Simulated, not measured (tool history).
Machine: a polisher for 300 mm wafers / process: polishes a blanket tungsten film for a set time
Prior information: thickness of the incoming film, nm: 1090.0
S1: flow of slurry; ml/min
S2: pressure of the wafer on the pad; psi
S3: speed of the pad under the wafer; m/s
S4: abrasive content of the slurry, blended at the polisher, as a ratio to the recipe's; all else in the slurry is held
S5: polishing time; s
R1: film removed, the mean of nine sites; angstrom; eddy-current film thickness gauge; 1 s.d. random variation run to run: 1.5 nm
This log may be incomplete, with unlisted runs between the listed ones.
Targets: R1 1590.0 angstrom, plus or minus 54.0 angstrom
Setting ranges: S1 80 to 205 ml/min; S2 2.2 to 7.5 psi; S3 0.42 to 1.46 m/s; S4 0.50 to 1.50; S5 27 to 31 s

run  hour   S1   S2    S3    S4  S5      R1
  1   0.0  135  4.8  0.94  1.00  31  1895.6
  2   2.1  135  4.8  0.94  1.10  31  1908.3
  3   7.7  130  4.7  0.94  1.10  31  1853.1
  4  14.4  130  4.7  0.94  1.00  31  1813.3
  5  16.1  150  4.7  0.94  1.00  31  1872.7
  6  20.7  145  4.6  0.94  1.00  31  1828.6
  7  21.9  140  4.5  0.94  1.00  31  1823.7
  8  26.6  135  4.4  0.94  1.00  31  1755.4
  9  31.8  135  4.3  0.94  1.00  31  1755.1

Consider the 4 candidate settings below. Which is the only one whose results all fall within their allowed miss of target?
  A  37.0  140  3.4  1.12  1.00  27   ?
  B  37.0  135  5.1  1.04  1.00  30   ?
  C  37.0  125  4.5  1.10  1.00  31   ?
  D  37.0  145  3.1  0.94  0.95  31   ?

move      R1
   A  1603.6
   B  2073.6
   C  2075.2
   D  1471.2
A: hits every target within its allowed miss
B: moves away from the targets compared with the last run
C: moves away from the targets compared with the last run
D: takes the result that was furthest off past its target
Go with A: it meets all targets.
